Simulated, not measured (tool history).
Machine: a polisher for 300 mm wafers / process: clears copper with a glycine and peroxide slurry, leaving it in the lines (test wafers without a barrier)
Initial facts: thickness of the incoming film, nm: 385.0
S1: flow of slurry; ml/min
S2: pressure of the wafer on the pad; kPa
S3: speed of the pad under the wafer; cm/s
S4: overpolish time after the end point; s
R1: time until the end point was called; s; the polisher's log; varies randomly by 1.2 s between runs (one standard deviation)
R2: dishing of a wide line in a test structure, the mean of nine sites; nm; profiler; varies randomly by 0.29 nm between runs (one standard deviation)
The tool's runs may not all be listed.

run    day   S1    S2  S3  S4      R1      R2
  1      0  235  12.4  80  16  114.06  35.614
  2  0.042  235  12.4  80  19  112.42  40.044
  3  0.271  235  15.2  80  19  99.509  45.243
  4  0.433  235  15.2  64  19  116.03  39.768
  5  0.683  240  14.5  64  16  117.91  34.236
  6  0.742  240  16.5  64  16  108.37  38.502
  7  0.825  220  14.5  72  14  110.05  31.797
  8  0.971  205  13.8  72  12   114.8  27.469

What will run 9 give?
  9  1.346  140  10.3  86   5   ?   ?

{"run 9": {"R1": 134.69, "R2": 10.431}}
